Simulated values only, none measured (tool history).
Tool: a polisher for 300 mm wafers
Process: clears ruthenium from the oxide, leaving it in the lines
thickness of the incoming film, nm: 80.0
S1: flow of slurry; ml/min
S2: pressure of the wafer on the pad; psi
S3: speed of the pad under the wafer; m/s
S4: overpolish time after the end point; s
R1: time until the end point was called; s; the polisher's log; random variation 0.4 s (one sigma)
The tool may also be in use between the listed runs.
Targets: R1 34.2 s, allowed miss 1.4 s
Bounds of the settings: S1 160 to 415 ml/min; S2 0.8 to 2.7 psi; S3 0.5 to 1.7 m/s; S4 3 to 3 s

Run 1, hour 0: S1 265 ml/min, S2 1.7 psi, S3 1.1 m/s, S4 3 s. Result: R1 61.045 s.
Run 2, hour 8.6: S1 265 ml/min, S2 2.1 psi, S3 1.1 m/s, S4 3 s. Result: R1 50.339 s.
Run 3, hour 16: S1 265 ml/min, S2 2.1 psi, S3 1.24 m/s, S4 3 s. Result: R1 45.311 s.
Run 4, hour 16.7: S1 265 ml/min, S2 2.2 psi, S3 1.24 m/s, S4 3 s. Result: R1 43.573 s.
Run 5, hour 17.4: S1 265 ml/min, S2 2.2 psi, S3 1.1 m/s, S4 3 s. Result: R1 47.09 s.
Run 6, hour 20: S1 240 ml/min, S2 2.2 psi, S3 1.1 m/s, S4 3 s. Result: R1 48.568 s.
Run 7, hour 23.8: S1 250 ml/min, S2 2.3 psi, S3 1.12 m/s, S4 3 s. Result: R1 44.866 s.
Run 8, hour 25: S1 250 ml/min, S2 2.7 psi, S3 1.18 m/s, S4 3 s. Result: R1 36.604 s.
Run 9, hour 30.4: S1 250 ml/min, S2 2.7 psi, S3 1.2 m/s, S4 3 s. Result: R1 36.642 s.
Run 10, hour 34.1: S1 250 ml/min, S2 2.7 psi, S3 1.22 m/s, S4 3 s. Result: R1 35.435 s.

5 next moves are on the table. One of them brings every result within its allowed miss. Which?
Run A, hour 37.8: S1 325 ml/min, S2 2.3 psi, S3 1.24 m/s, S4 3 s. Result: R1 ?.
Run B, hour 37.8: S1 310 ml/min, S2 2.7 psi, S3 1.16 m/s, S4 3 s. Result: R1 ?.
Run C, hour 37.8: S1 270 ml/min, S2 2.5 psi, S3 1.22 m/s, S4 3 s. Result: R1 ?.
Run D, hour 37.8: S1 240 ml/min, S2 2.7 psi, S3 1.28 m/s, S4 3 s. Result: R1 ?.
Run E, hour 37.8: S1 305 ml/min, S2 2.7 psi, S3 1.08 m/s, S4 3 s. Result: R1 ?.

move      R1
   A  40.415
   B  36.712
   C  38.455
   D  34.695
   E  39.044
A: further off than the last run
B: further off than the last run
C: further off than the last run
D: meets every target
E: further off than the last run
Move D is the one to make.

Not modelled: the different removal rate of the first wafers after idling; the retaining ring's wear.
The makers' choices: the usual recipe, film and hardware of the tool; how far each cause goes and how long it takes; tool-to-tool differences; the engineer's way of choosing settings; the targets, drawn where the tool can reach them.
